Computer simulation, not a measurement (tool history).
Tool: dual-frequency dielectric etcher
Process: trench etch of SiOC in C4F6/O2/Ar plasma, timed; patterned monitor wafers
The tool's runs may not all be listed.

run	hour	source power (kW)	bias power (kW)	etch time (s)	mean etch depth across the wafer (Å)
1	0.0	0.410	0.220	30.5	720.44
2	4.5	0.440	0.223	30.5	747.54
3	10.1	0.460	0.225	30.5	762.96
4	10.7	0.460	0.225	30.5	763.77
5	12.1	0.470	0.226	30.5	771.64
6	18.8	0.420	0.226	30.5	730.37
7	23.1	0.440	0.228	30.5	741.12

Run 8 is up next; what results do you expect?
8	28.7	0.460	0.230	30.5	?

Run 8 gave mean etch depth across the wafer (Å) 766.21.

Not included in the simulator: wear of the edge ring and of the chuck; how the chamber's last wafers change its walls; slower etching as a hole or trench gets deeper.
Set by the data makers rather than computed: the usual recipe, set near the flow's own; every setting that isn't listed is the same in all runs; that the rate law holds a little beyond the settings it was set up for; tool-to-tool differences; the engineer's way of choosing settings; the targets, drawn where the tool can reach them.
